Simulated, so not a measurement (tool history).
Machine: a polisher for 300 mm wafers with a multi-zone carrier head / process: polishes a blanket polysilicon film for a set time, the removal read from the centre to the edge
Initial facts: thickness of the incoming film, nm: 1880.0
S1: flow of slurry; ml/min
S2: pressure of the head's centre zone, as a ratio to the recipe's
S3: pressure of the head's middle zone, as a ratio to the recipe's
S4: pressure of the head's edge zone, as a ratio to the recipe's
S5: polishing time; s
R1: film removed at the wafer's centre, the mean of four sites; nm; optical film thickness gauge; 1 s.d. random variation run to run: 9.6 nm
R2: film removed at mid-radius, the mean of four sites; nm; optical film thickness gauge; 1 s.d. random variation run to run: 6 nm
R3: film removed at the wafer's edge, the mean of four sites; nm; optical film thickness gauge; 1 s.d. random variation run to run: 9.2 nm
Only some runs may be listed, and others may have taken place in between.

{"run": 1, "hour": 0.0, "S1": 220, "S2": 1, "S3": 1, "S4": 1, "S5": 66, "R1": 688.08, "R2": 664.47, "R3": 688.05}
{"run": 2, "hour": 6.6, "S1": 220, "S2": 1, "S3": 0.94, "S4": 1, "S5": 66, "R1": 691.72, "R2": 637.74, "R3": 690.03}
{"run": 3, "hour": 12.5, "S1": 225, "S2": 1.01, "S3": 0.96, "S4": 1.02, "S5": 68, "R1": 726.45, "R2": 673.25, "R3": 729.64}
{"run": 4, "hour": 18.9, "S1": 225, "S2": 1.01, "S3": 0.96, "S4": 1.02, "S5": 60, "R1": 635.28, "R2": 584.96, "R3": 629.68}
{"run": 5, "hour": 23.1, "S1": 225, "S2": 1.01, "S3": 1.02, "S4": 1.02, "S5": 60, "R1": 640.07, "R2": 621.12, "R3": 646.92}
{"run": 6, "hour": 28.7, "S1": 225, "S2": 1.09, "S3": 1.02, "S4": 1.02, "S5": 60, "R1": 675.39, "R2": 619.97, "R3": 631.26}
{"run": 7, "hour": 29.5, "S1": 235, "S2": 1.09, "S3": 1.03, "S4": 1.04, "S5": 62, "R1": 706.81, "R2": 651.61, "R3": 662.01}
{"run": 8, "hour": 32.0, "S1": 240, "S2": 1.09, "S3": 1.04, "S4": 1.06, "S5": 64, "R1": 722.78, "R2": 674.52, "R3": 699.58}
{"run": 9, "hour": 36.9, "S1": 245, "S2": 1.1, "S3": 1.06, "S4": 1.08, "S5": 65, "R1": 754.83, "R2": 702.68, "R3": 713.64}

Run 10 has not been measured yet. What should we expect?
{"run": 10, "hour": 41.5, "S1": 250, "S2": 1.09, "S3": 1.07, "S4": 1.1, "S5": 66, "R1": "?", "R2": "?", "R3": "?"}

Run 10 gave R1 772.64 nm, R2 716.95 nm, R3 741.16 nm.
